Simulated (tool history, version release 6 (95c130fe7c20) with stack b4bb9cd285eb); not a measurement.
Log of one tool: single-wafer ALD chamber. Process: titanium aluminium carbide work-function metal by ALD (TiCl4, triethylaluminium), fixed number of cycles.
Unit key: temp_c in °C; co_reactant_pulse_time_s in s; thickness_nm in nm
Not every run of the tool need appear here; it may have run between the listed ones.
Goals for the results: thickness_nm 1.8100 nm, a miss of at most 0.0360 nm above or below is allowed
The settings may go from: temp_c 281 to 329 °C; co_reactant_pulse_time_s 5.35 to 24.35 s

run,hour,temp_c,co_reactant_pulse_time_s,thickness_nm
1,0.0,305,14.85,1.9923
2,6.8,302,14.57,1.9390
3,11.1,312,14.57,2.0671
4,19.7,312,16.99,2.0838
5,20.6,303,16.99,1.9950
6,21.5,301,16.64,1.9450
7,22.9,299,16.50,1.9572
8,25.3,297,16.13,1.9337
9,27.6,295,15.82,1.9030
10,30.0,294,15.62,1.9018
11,30.8,292,15.40,1.8692
12,32.3,291,15.28,1.8474

5 next moves are on the table. One of them brings every result within its allowed miss. Which?
A,33.8,296,17.13,?
B,33.8,284,16.89,?
C,33.8,293,12.81,?
D,33.8,295,16.23,?
E,33.8,293,15.38,?

move,thickness_nm
A,1.9088
B,1.7975
C,1.8702
D,1.8980
E,1.8778
A: moves away from the targets compared with the last run
B: hits every target within its allowed miss
C: moves away from the targets compared with the last run
D: moves away from the targets compared with the last run
E: moves away from the targets compared with the last run
The right move is B.
